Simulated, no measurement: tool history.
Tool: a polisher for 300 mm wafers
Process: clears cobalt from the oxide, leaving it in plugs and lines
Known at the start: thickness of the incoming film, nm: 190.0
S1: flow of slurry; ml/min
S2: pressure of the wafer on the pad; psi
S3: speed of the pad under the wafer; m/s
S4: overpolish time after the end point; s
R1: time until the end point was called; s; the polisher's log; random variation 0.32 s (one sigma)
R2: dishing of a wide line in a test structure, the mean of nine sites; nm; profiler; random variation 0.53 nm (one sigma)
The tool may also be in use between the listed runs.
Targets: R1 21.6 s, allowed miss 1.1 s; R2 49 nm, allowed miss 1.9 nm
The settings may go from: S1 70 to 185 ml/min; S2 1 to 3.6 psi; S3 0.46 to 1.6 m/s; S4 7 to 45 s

run,hour,S1,S2,S3,S4,R1,R2
1,0,120,2.3,1.02,23,38.02,44.25
2,4.7,120,2.6,1.02,22,33.532,44.68
3,12,120,2.1,1.02,22,40.544,42.064
4,17.3,125,2.4,1.04,21,34.572,43.433
5,25.8,130,2.6,1.04,21,31.844,43.677
6,31.7,135,2.8,1.04,22,30.463,45.551
7,35.4,135,3,1.06,22,28.954,46.525
8,36,145,3.6,1.2,18,21.7,47.12
9,44.5,145,3.6,1.2,19,21.837,47.292

Which of these 4 next moves meets every target?
A,53,135,3.6,1.22,25,?,?
B,53,155,3.4,1.24,16,?,?
C,53,165,3.5,1.22,13,?,?
D,53,100,3.6,1.3,16,?,?

move,R1,R2
A,21.765,48.754
B,22.123,45.946
C,21.702,43.9
D,21.521,46.174
A: meets every target
B: further off than the last run
C: further off than the last run
D: further off than the last run
Answer: A
